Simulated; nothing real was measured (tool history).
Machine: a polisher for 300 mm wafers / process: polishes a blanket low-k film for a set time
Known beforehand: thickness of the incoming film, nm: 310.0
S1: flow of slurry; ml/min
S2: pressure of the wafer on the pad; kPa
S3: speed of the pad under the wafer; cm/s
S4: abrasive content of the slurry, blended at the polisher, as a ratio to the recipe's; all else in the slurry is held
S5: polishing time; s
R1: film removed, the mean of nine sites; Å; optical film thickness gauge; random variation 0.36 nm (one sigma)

run,day,S1,S2,S3,S4,S5,R1
1,0.000,165,15.9,102,1.00,33,119.99
2,0.067,165,17.9,106,1.00,33,136.29
3,0.221,165,17.9,82,1.00,33,121.13
4,0.433,165,17.9,56,1.00,33,105.13
5,0.533,170,19.3,68,1.05,33,121.28
6,0.683,175,20.7,82,1.10,33,141.66
7,0.892,190,24.8,110,1.30,33,193.11
8,0.996,190,24.8,120,1.30,33,203.44
9,1.167,190,24.8,128,1.30,33,214.65

Expected results for the next run?
# day 1.212: conditioning disc replaced and pad reconditioned
10,1.212,195,24.8,146,1.35,33,?

Run 10 gave R1 317.59 Å.
